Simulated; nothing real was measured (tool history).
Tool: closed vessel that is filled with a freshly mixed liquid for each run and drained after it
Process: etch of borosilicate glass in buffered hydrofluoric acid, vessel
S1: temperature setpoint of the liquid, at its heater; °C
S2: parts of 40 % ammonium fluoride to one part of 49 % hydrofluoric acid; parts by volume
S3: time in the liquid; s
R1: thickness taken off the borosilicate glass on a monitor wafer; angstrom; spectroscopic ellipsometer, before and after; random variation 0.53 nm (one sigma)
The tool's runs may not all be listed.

run    day    S1    S2  S3      R1
  1  0.000  21.0  20.0  40  205.03
  2  0.042  22.0  20.0  40  220.61
  3  0.304  23.0  17.5  40  263.09
  4  0.575  24.0  16.0  40  305.50
  5  0.900  25.0  15.0  40  339.63
  6  1.025  22.5  15.0  40  299.35
  7  1.150  23.5  14.0  40  335.09
  8  1.521  24.5  13.0  40  386.31

The next listed run, before its measurement:
  9  1.612  25.5  12.5  40   ?

Run 9 gave R1 422.51 angstrom.
